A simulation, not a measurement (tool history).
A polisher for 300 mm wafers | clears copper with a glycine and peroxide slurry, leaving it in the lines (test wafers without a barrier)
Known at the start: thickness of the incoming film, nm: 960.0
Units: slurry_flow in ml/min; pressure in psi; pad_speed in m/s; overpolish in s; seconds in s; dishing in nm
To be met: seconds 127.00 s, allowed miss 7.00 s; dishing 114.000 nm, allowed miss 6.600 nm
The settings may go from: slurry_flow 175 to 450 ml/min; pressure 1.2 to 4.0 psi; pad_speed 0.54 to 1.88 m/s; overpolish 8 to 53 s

| run | hour | slurry_flow | pressure | pad_speed | overpolish | seconds | dishing |
|---|---|---|---|---|---|---|---|
| 1 | 0.0 | 290 | 2.6 | 1.20 | 27 | 139.32 | 87.598 |
| 2 | 2.6 | 290 | 2.6 | 1.38 | 27 | 129.36 | 90.251 |
| 3 | 5.9 | 290 | 2.6 | 1.38 | 28 | 131.92 | 90.845 |
| 4 | 8.5 | 290 | 2.6 | 1.38 | 29 | 128.05 | 95.886 |
| 5 | 11.2 | 290 | 2.2 | 1.38 | 29 | 146.80 | 86.841 |
| 6 | 13.1 | 290 | 2.2 | 1.38 | 37 | 147.02 | 98.148 |
| 7 | 14.2 | 290 | 2.3 | 1.38 | 37 | 142.38 | 98.460 |
| 8 | 18.1 | 290 | 2.4 | 1.38 | 38 | 137.39 | 103.810 |

4 next moves are on the table. One of them brings every result within its allowed miss. Which?
| A | 22.0 | 285 | 2.5 | 1.16 | 46 | ? | ? |
| B | 22.0 | 305 | 2.7 | 1.32 | 42 | ? | ? |
| C | 22.0 | 255 | 2.1 | 1.56 | 50 | ? | ? |
| D | 22.0 | 235 | 2.3 | 1.54 | 36 | ? | ? |

| move | seconds | dishing |
|---|---|---|
| A | 145.02 | 114.630 |
| B | 124.81 | 118.280 |
| C | 140.42 | 114.090 |
| D | 132.00 | 104.040 |
A: brings the result that was furthest off to its target, and leaves another outside
B: meets every target
C: brings the result that was furthest off to its target, and leaves another outside
D: as far off as the last run
Move B is the one to make.

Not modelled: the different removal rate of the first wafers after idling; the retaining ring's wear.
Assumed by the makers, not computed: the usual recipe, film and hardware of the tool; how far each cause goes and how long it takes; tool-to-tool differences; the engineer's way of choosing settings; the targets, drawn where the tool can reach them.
